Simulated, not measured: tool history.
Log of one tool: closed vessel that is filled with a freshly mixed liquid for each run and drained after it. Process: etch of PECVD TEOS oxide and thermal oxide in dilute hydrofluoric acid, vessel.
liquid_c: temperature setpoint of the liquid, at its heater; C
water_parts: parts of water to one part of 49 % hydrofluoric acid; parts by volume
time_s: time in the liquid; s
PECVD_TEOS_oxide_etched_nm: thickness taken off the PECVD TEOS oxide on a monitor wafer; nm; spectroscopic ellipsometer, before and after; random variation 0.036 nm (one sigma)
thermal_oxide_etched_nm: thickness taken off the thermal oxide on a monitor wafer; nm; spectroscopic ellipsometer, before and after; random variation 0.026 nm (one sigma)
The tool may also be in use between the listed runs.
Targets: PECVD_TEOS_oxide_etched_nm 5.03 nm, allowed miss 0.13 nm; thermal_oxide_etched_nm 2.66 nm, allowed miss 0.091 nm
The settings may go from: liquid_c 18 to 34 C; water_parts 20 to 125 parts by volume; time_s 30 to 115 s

run  hour  liquid_c  water_parts  time_s  PECVD_TEOS_oxide_etched_nm  thermal_oxide_etched_nm
  1     0        26           70      60                      7.0168                    3.728
  2   8.5      24.5           70      60                      6.7129                   3.5478
  3   9.5      24.5           60      60                      7.8896                   4.2272
  4  16.3      24.5           80      60                      5.7686                   3.0215
  5  19.9      24.5           80      40                      3.8162                   2.0576
  6  26.8      24.5           70      40                      4.4787                   2.3432
  7  31.3        25           70      40                      4.5139                   2.4093
     35.4  -- hydrofluoric acid flow meter replaced
  8  35.4      25.5           70      40                      5.2457                   2.8167

Which of these 4 next moves meets every target?
  A  39.5      19.5           65      45                           ?                        ?
  B  39.5        24           65      40                           ?                        ?
  C  39.5      29.5           60      30                           ?                        ?
  D  39.5        23           55      35                           ?                        ?

move  PECVD_TEOS_oxide_etched_nm  thermal_oxide_etched_nm
   A                      5.0502                   2.6756
   B                      5.4093                   2.8658
   C                      5.5101                   2.9193
   D                      5.4388                   2.8815
A: meets every target
B: further off than the last run
C: further off than the last run
D: further off than the last run
The right move is A.
